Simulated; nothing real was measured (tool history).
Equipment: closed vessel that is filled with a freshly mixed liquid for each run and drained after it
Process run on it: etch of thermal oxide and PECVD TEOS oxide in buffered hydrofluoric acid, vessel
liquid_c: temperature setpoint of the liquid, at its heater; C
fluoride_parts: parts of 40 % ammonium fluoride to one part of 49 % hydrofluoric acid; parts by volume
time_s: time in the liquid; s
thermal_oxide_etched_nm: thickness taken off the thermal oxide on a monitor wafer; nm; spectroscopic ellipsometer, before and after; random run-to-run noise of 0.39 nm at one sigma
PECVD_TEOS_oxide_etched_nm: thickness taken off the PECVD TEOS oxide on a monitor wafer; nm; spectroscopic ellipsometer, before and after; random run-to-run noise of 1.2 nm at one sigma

Run 1, hour 0: liquid_c 25 C, fluoride_parts 9 parts by volume, time_s 60 s. Result: thermal_oxide_etched_nm 77.54 nm, PECVD_TEOS_oxide_etched_nm 113.03 nm.
Run 2, hour 1.9: liquid_c 27.5 C, fluoride_parts 9 parts by volume, time_s 60 s. Result: thermal_oxide_etched_nm 88.585 nm, PECVD_TEOS_oxide_etched_nm 131.57 nm.
Run 3, hour 9.1: liquid_c 27.5 C, fluoride_parts 11 parts by volume, time_s 60 s. Result: thermal_oxide_etched_nm 75.901 nm, PECVD_TEOS_oxide_etched_nm 110.65 nm.
Run 4, hour 15.2: liquid_c 31 C, fluoride_parts 11 parts by volume, time_s 60 s. Result: thermal_oxide_etched_nm 91.309 nm, PECVD_TEOS_oxide_etched_nm 132.39 nm.
Run 5, hour 16.4: liquid_c 31.5 C, fluoride_parts 10.5 parts by volume, time_s 60 s. Result: thermal_oxide_etched_nm 97.862 nm, PECVD_TEOS_oxide_etched_nm 140.61 nm.
Run 6, hour 23.7: liquid_c 31.5 C, fluoride_parts 12.5 parts by volume, time_s 60 s. Result: thermal_oxide_etched_nm 82.832 nm, PECVD_TEOS_oxide_etched_nm 121.64 nm.
Run 7, hour 32: liquid_c 31.5 C, fluoride_parts 11.5 parts by volume, time_s 60 s. Result: thermal_oxide_etched_nm 89.262 nm, PECVD_TEOS_oxide_etched_nm 131.12 nm.
Run 8, hour 36.1: liquid_c 31.5 C, fluoride_parts 10.5 parts by volume, time_s 60 s. Result: thermal_oxide_etched_nm 97.45 nm, PECVD_TEOS_oxide_etched_nm 142.27 nm.
Run 9, hour 39.3: liquid_c 31.5 C, fluoride_parts 10 parts by volume, time_s 60 s. Result: thermal_oxide_etched_nm 102.51 nm, PECVD_TEOS_oxide_etched_nm 149.23 nm.

The next listed run, before its measurement:
Run 10, hour 43.6: liquid_c 31.5 C, fluoride_parts 9.5 parts by volume, time_s 60 s. Result: thermal_oxide_etched_nm ?, PECVD_TEOS_oxide_etched_nm ?.

thermal_oxide_etched_nm: 106.34 nm
PECVD_TEOS_oxide_etched_nm: 154.51 nm
